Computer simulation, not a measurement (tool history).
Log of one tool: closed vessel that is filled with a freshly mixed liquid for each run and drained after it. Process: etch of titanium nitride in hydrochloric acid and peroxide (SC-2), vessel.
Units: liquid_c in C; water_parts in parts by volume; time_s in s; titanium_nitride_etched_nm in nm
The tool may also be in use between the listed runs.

{"run": 1, "hour": 0.0, "liquid_c": 51.0, "water_parts": 10.0, "time_s": 2205, "titanium_nitride_etched_nm": 39.958}
{"run": 2, "hour": 5.7, "liquid_c": 51.0, "water_parts": 10.0, "time_s": 2205, "titanium_nitride_etched_nm": 39.218}
{"run": 3, "hour": 9.2, "liquid_c": 54.5, "water_parts": 10.0, "time_s": 2205, "titanium_nitride_etched_nm": 49.234}
{"run": 4, "hour": 12.3, "liquid_c": 54.5, "water_parts": 12.5, "time_s": 2205, "titanium_nitride_etched_nm": 41.392}
{"run": 5, "hour": 18.4, "liquid_c": 57.5, "water_parts": 12.5, "time_s": 2205, "titanium_nitride_etched_nm": 49.485}
{"run": 6, "hour": 25.1, "liquid_c": 57.5, "water_parts": 12.5, "time_s": 2205, "titanium_nitride_etched_nm": 49.749}

The next listed run, before its measurement:
{"run": 7, "hour": 28.3, "liquid_c": 60.0, "water_parts": 12.5, "time_s": 2205, "titanium_nitride_etched_nm": "?"}

{"run 7": {"titanium_nitride_etched_nm": 59.422}}
